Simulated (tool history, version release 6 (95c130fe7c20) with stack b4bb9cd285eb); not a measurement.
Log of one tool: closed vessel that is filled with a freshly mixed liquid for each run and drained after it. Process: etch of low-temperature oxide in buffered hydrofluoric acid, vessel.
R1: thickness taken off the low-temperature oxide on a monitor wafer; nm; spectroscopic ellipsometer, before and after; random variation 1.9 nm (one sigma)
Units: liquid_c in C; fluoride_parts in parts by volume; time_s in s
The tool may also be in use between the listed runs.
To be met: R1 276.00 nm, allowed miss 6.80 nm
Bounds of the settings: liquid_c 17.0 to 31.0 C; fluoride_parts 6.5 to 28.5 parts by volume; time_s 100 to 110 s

Run 1, hour 0.0: liquid_c 23.0 C, fluoride_parts 17.5 parts by volume, time_s 100 s. Result: R1 165.21 nm.
Run 2, hour 5.0: liquid_c 25.0 C, fluoride_parts 17.0 parts by volume, time_s 100 s. Result: R1 189.21 nm.
Run 3, hour 7.1: liquid_c 26.5 C, fluoride_parts 16.5 parts by volume, time_s 100 s. Result: R1 207.08 nm.
Run 4, hour 11.1: liquid_c 26.5 C, fluoride_parts 21.5 parts by volume, time_s 100 s. Result: R1 168.55 nm.
Run 5, hour 15.9: liquid_c 26.5 C, fluoride_parts 21.5 parts by volume, time_s 110 s. Result: R1 185.24 nm.
Run 6, hour 18.5: liquid_c 24.0 C, fluoride_parts 21.5 parts by volume, time_s 110 s. Result: R1 162.36 nm.
Run 7, hour 25.0: liquid_c 26.0 C, fluoride_parts 20.5 parts by volume, time_s 110 s. Result: R1 185.49 nm.
At hour 33.3: hydrofluoric acid flow meter replaced.
Run 8, hour 33.3: liquid_c 27.5 C, fluoride_parts 19.5 parts by volume, time_s 110 s. Result: R1 219.08 nm.
Run 9, hour 40.9: liquid_c 28.5 C, fluoride_parts 19.5 parts by volume, time_s 110 s. Result: R1 226.40 nm.
Run 10, hour 46.0: liquid_c 29.0 C, fluoride_parts 19.0 parts by volume, time_s 110 s. Result: R1 241.08 nm.
Run 11, hour 47.2: liquid_c 29.5 C, fluoride_parts 19.0 parts by volume, time_s 110 s. Result: R1 246.96 nm.
Run 12, hour 56.0: liquid_c 30.0 C, fluoride_parts 19.0 parts by volume, time_s 110 s. Result: R1 255.90 nm.
Run 13, hour 60.5: liquid_c 30.5 C, fluoride_parts 19.0 parts by volume, time_s 110 s. Result: R1 265.57 nm.
Run 14, hour 62.3: liquid_c 30.5 C, fluoride_parts 19.0 parts by volume, time_s 110 s. Result: R1 264.26 nm.

Which of these 4 next moves meets every target?
Run A, hour 64.1: liquid_c 29.0 C, fluoride_parts 15.0 parts by volume, time_s 100 s. Result: R1 ?.
Run B, hour 64.1: liquid_c 31.0 C, fluoride_parts 18.5 parts by volume, time_s 100 s. Result: R1 ?.
Run C, hour 64.1: liquid_c 30.5 C, fluoride_parts 19.0 parts by volume, time_s 105 s. Result: R1 ?.
Run D, hour 64.1: liquid_c 30.5 C, fluoride_parts 18.5 parts by volume, time_s 105 s. Result: R1 ?.

move      R1
   A  277.15
   B  250.64
   C  249.73
   D  256.36
A: meets every target
B: further off than the last run
C: further off than the last run
D: further off than the last run
Move A is the one to make.
